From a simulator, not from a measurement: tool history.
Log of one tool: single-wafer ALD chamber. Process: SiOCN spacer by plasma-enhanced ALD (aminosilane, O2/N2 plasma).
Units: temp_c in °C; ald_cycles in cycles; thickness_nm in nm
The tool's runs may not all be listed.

run 1 hour=0.0 | temp_c=405 ald_cycles=63 | thickness_nm=3.7175
run 2 hour=6.1 | temp_c=405 ald_cycles=69 | thickness_nm=4.0756
run 3 hour=8.3 | temp_c=410 ald_cycles=60 | thickness_nm=3.5122
run 4 hour=14.3 | temp_c=415 ald_cycles=54 | thickness_nm=3.0999
run 5 hour=22.2 | temp_c=415 ald_cycles=49 | thickness_nm=2.8295
run 6 hour=26.7 | temp_c=416 ald_cycles=48 | thickness_nm=2.7468

Forecast run 7:
run 7 hour=31.0 | temp_c=416 ald_cycles=48 | thickness_nm=?

thickness_nm: 2.7505 nm

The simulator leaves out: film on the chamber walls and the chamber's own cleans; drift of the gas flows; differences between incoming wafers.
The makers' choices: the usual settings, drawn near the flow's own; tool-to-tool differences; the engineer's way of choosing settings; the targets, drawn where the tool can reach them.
